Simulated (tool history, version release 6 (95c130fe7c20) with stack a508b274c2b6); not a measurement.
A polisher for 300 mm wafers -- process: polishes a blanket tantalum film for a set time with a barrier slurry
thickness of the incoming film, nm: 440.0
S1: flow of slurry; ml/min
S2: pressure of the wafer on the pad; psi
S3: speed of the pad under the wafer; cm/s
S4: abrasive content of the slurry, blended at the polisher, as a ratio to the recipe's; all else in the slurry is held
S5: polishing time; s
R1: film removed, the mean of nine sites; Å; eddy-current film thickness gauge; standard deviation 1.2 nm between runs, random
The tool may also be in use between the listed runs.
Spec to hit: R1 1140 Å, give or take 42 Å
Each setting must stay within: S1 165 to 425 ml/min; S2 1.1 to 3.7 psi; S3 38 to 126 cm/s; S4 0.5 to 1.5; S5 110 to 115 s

{"run": 1, "hour": 0.0, "S1": 275, "S2": 2.4, "S3": 82, "S4": 1, "S5": 110, "R1": 1610.8}
{"run": 2, "hour": 8.4, "S1": 275, "S2": 2.2, "S3": 82, "S4": 1, "S5": 110, "R1": 1446.9}
{"run": 3, "hour": 11.6, "S1": 275, "S2": 2.1, "S3": 82, "S4": 1, "S5": 110, "R1": 1391}
{"run": 4, "hour": 19.9, "S1": 275, "S2": 2.3, "S3": 82, "S4": 1, "S5": 110, "R1": 1521.9}
{"run": 5, "hour": 26.9, "S1": 275, "S2": 2.3, "S3": 96, "S4": 1, "S5": 110, "R1": 1720.6}
{"run": 6, "hour": 29.4, "S1": 275, "S2": 2.3, "S3": 96, "S4": 1, "S5": 110, "R1": 1754.8}
{"run": 7, "hour": 37.6, "S1": 275, "S2": 2.3, "S3": 96, "S4": 1, "S5": 110, "R1": 1751.9}
{"run": 8, "hour": 40.1, "S1": 275, "S2": 2.1, "S3": 96, "S4": 1, "S5": 110, "R1": 1601.1}
{"run": 9, "hour": 48.7, "S1": 275, "S2": 1.9, "S3": 96, "S4": 1, "S5": 110, "R1": 1444.1}
{"run": 10, "hour": 53.9, "S1": 275, "S2": 1.8, "S3": 96, "S4": 1, "S5": 110, "R1": 1345.8}
{"run": 11, "hour": 55.9, "S1": 275, "S2": 1.7, "S3": 96, "S4": 1, "S5": 110, "R1": 1286.3}
{"run": 12, "hour": 57.6, "S1": 275, "S2": 1.6, "S3": 96, "S4": 1, "S5": 110, "R1": 1212.2}

Pick the move, out of 4, that brings all results within their allowed miss; only one does.
{"run": "A", "hour": 59.3, "S1": 320, "S2": 1.5, "S3": 92, "S4": 1.05, "S5": 110, "R1": "?"}
{"run": "B", "hour": 59.3, "S1": 275, "S2": 1.3, "S3": 92, "S4": 1.05, "S5": 115, "R1": "?"}
{"run": "C", "hour": 59.3, "S1": 245, "S2": 1.6, "S3": 100, "S4": 1.05, "S5": 110, "R1": "?"}
{"run": "D", "hour": 59.3, "S1": 340, "S2": 1.5, "S3": 104, "S4": 1.25, "S5": 110, "R1": "?"}

move=A R1=1141.4
move=B R1=1029
move=C R1=1277.6
move=D R1=1333.2
A: in spec on every target
B: takes the result that was furthest off past its target
C: lands further from the targets than the last run did
D: lands further from the targets than the last run did
Go with A: it meets all targets.
